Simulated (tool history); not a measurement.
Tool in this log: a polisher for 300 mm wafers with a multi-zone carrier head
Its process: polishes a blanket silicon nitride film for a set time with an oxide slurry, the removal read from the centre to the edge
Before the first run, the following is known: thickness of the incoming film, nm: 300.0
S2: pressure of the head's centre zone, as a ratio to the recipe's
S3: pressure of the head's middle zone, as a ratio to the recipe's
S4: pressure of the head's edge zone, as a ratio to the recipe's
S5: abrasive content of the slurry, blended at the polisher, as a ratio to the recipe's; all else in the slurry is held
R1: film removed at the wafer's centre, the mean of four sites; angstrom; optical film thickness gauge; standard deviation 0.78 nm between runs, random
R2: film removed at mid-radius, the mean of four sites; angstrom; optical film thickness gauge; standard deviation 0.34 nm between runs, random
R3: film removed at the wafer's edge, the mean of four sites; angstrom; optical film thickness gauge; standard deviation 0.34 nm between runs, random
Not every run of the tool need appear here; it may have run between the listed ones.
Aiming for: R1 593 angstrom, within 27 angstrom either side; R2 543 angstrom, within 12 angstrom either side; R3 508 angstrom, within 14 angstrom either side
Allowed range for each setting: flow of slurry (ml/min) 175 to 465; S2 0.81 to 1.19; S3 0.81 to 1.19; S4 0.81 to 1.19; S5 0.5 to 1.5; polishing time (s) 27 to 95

{"run": 1, "hour": 0.0, "flow of slurry (ml/min)": 295, "S2": 1, "S3": 1, "S4": 1, "S5": 1, "polishing time (s)": 61, "R1": 476.67, "R2": 480.55, "R3": 484.79}
{"run": 2, "hour": 7.6, "flow of slurry (ml/min)": 310, "S2": 1.03, "S3": 1.02, "S4": 1, "S5": 1, "polishing time (s)": 61, "R1": 501.05, "R2": 494.46, "R3": 487.02}
{"run": 3, "hour": 16.2, "flow of slurry (ml/min)": 325, "S2": 1.05, "S3": 1.03, "S4": 1.01, "S5": 1, "polishing time (s)": 61, "R1": 512.48, "R2": 496.88, "R3": 494.32}
{"run": 4, "hour": 19.4, "flow of slurry (ml/min)": 325, "S2": 1.05, "S3": 1.03, "S4": 1.01, "S5": 0.85, "polishing time (s)": 61, "R1": 495.67, "R2": 465.42, "R3": 461.07}
{"run": 5, "hour": 21.7, "flow of slurry (ml/min)": 255, "S2": 1.05, "S3": 1.03, "S4": 1.01, "S5": 0.85, "polishing time (s)": 61, "R1": 469.63, "R2": 455.23, "R3": 450.04}
{"run": 6, "hour": 28.7, "flow of slurry (ml/min)": 280, "S2": 1.08, "S3": 1.06, "S4": 1.03, "S5": 0.85, "polishing time (s)": 61, "R1": 474.61, "R2": 472.85, "R3": 459}
{"run": 7, "hour": 37.6, "flow of slurry (ml/min)": 310, "S2": 1.1, "S3": 1.07, "S4": 1.03, "S5": 0.9, "polishing time (s)": 61, "R1": 511.1, "R2": 490.41, "R3": 473.92}
{"run": 8, "hour": 43.7, "flow of slurry (ml/min)": 330, "S2": 1.12, "S3": 1.08, "S4": 1.04, "S5": 0.9, "polishing time (s)": 61, "R1": 525.28, "R2": 498.84, "R3": 483.24}
{"run": 9, "hour": 47.1, "flow of slurry (ml/min)": 350, "S2": 1.13, "S3": 1.09, "S4": 1.04, "S5": 0.9, "polishing time (s)": 61, "R1": 533.21, "R2": 501.65, "R3": 481.75}
{"run": 10, "hour": 49.2, "flow of slurry (ml/min)": 365, "S2": 1.14, "S3": 1.1, "S4": 1.04, "S5": 0.9, "polishing time (s)": 61, "R1": 547.66, "R2": 508.58, "R3": 479.53}
{"run": 11, "hour": 52.4, "flow of slurry (ml/min)": 375, "S2": 1.15, "S3": 1.11, "S4": 1.05, "S5": 0.9, "polishing time (s)": 61, "R1": 560.29, "R2": 518.1, "R3": 483.29}
{"run": 12, "hour": 56.3, "flow of slurry (ml/min)": 385, "S2": 1.15, "S3": 1.11, "S4": 1.06, "S5": 0.9, "polishing time (s)": 61, "R1": 538.71, "R2": 517.77, "R3": 486.99}
{"run": 13, "hour": 60.6, "flow of slurry (ml/min)": 385, "S2": 1.16, "S3": 1.11, "S4": 1.06, "S5": 0.9, "polishing time (s)": 61, "R1": 558.87, "R2": 518.37, "R3": 489.74}
{"run": 14, "hour": 61.2, "flow of slurry (ml/min)": 390, "S2": 1.17, "S3": 1.11, "S4": 1.06, "S5": 0.9, "polishing time (s)": 61, "R1": 575.88, "R2": 518.79, "R3": 486.39}
{"run": 15, "hour": 67.6, "flow of slurry (ml/min)": 395, "S2": 1.17, "S3": 1.12, "S4": 1.07, "S5": 0.9, "polishing time (s)": 61, "R1": 561.06, "R2": 521.37, "R3": 483.55}

Exercise: of the 5 proposed moves below, exactly one satisfies all targets within the stated allowed misses. Which move is it?
{"run": "A", "hour": 74.0, "flow of slurry (ml/min)": 320, "S2": 1.13, "S3": 0.99, "S4": 1.12, "S5": 0.8, "polishing time (s)": 72, "R1": "?", "R2": "?", "R3": "?"}
{"run": "B", "hour": 74.0, "flow of slurry (ml/min)": 445, "S2": 1.17, "S3": 1.1, "S4": 1, "S5": 0.75, "polishing time (s)": 69, "R1": "?", "R2": "?", "R3": "?"}
{"run": "C", "hour": 74.0, "flow of slurry (ml/min)": 465, "S2": 1.15, "S3": 0.98, "S4": 0.9, "S5": 0.9, "polishing time (s)": 73, "R1": "?", "R2": "?", "R3": "?"}
{"run": "D", "hour": 74.0, "flow of slurry (ml/min)": 375, "S2": 1.19, "S3": 1.02, "S4": 1.09, "S5": 0.95, "polishing time (s)": 60, "R1": "?", "R2": "?", "R3": "?"}
{"run": "E", "hour": 74.0, "flow of slurry (ml/min)": 335, "S2": 1, "S3": 1.13, "S4": 1.17, "S5": 0.85, "polishing time (s)": 69, "R1": "?", "R2": "?", "R3": "?"}

move=A R1=596.56 R2=523.15 R3=555.25
move=B R1=595.91 R2=549.85 R3=505.29
move=C R1=664.67 R2=566.17 R3=551.24
move=D R1=566.98 R2=483.07 R3=492.53
move=E R1=520.05 R2=576.81 R3=555.5
A: lands further from the targets than the last run did
B: each result inside its tolerance
C: the result that was furthest off in the last run now lies on the other side of its target
D: lands further from the targets than the last run did
E: the result that was furthest off in the last run now lies on the other side of its target
B is the move that brings every result within its allowed miss.
